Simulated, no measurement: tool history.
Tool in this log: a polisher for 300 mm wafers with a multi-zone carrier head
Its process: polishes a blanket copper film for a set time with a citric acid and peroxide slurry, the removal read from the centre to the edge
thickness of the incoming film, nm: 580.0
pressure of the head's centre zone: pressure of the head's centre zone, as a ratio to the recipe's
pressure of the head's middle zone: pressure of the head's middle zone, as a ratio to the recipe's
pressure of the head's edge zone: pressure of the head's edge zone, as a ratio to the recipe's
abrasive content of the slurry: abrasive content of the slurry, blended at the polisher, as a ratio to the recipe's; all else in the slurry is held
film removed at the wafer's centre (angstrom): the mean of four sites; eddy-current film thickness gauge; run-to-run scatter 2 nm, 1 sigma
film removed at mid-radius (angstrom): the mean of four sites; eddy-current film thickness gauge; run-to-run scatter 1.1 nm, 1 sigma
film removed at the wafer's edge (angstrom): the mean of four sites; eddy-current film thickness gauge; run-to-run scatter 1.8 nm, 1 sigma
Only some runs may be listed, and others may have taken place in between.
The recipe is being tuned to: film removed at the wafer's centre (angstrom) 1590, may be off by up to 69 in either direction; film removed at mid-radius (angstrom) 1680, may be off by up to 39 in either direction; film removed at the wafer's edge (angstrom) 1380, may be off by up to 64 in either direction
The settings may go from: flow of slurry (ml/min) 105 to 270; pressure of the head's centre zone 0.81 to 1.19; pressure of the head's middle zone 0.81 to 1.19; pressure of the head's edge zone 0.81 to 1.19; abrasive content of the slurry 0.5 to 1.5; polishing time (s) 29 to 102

run    day  flow of slurry (ml/min)  pressure of the head's centre zone  pressure of the head's middle zone  pressure of the head's edge zone  abrasive content of the slurry  polishing time (s)  film removed at the wafer's centre (angstrom)  film removed at mid-radius (angstrom)  film removed at the wafer's edge (angstrom)
  1      0                      175                                   1                                   1                                 1                               1                  65                                         1239.7                                 1280.5                                       1202.9
  2   0.35                      185                                1.02                                1.04                              1.02                            1.05                  65                                         1286.9                                 1330.6                                       1231.5
  3  0.667                      195                                1.03                                1.07                              1.02                             1.1                  65                                         1287.2                                 1382.1                                       1208.5
  4  0.929                      195                                1.03                                1.02                              1.02                             1.1                  65                                         1255.3                                 1327.8                                         1221
     1.258  -- worn pad replaced by a new one
  5  1.258                      195                                1.08                                1.02                              1.02                             1.1                  65                                         1450.3                                 1397.3                                       1325.5
  6  1.571                      195                                1.08                                1.02                              0.95                             1.1                  65                                         1462.6                                 1415.8                                       1287.3
  7  1.667                      200                                1.09                                1.04                              0.96                             1.2                  65                                         1461.1                                 1458.1                                       1303.3
  8  1.829                      205                                 1.1                                1.06                              0.96                            1.25                  65                                         1489.5                                 1488.8                                       1319.9
  9  2.167                      210                                1.11                                1.08                              0.96                             1.3                  65                                         1534.1                                   1507                                       1306.2
 10  2.254                      210                                 1.1                                1.09                              0.96                            1.35                  66                                         1525.2                                 1557.4                                       1334.7

Which of these 4 next moves meets every target?
  A  2.342                      230                                1.02                                0.91                               1.1                            1.45                  66                                              ?                                      ?                                            ?
  B  2.342                      215                                 1.1                                1.03                              0.96                            1.35                  64                                              ?                                      ?                                            ?
  C  2.342                      195                                1.01                                1.19                              0.87                            1.45                  66                                              ?                                      ?                                            ?
  D  2.342                      210                                1.06                                 1.1                              0.85                            1.05                  74                                              ?                                      ?                                            ?

move  film removed at the wafer's centre (angstrom)  film removed at mid-radius (angstrom)  film removed at the wafer's edge (angstrom)
   A                                         1487.8                                   1414                                       1473.6
   B                                         1507.8                                   1467                                       1339.7
   C                                         1452.7                                 1679.5                                       1340.6
   D                                         1630.2                                 1712.2                                       1434.7
A: moves away from the targets compared with the last run
B: moves away from the targets compared with the last run
C: brings the last run's worst result on target, with another outside its allowed miss
D: every result within its allowed miss
Move D is the one to make.

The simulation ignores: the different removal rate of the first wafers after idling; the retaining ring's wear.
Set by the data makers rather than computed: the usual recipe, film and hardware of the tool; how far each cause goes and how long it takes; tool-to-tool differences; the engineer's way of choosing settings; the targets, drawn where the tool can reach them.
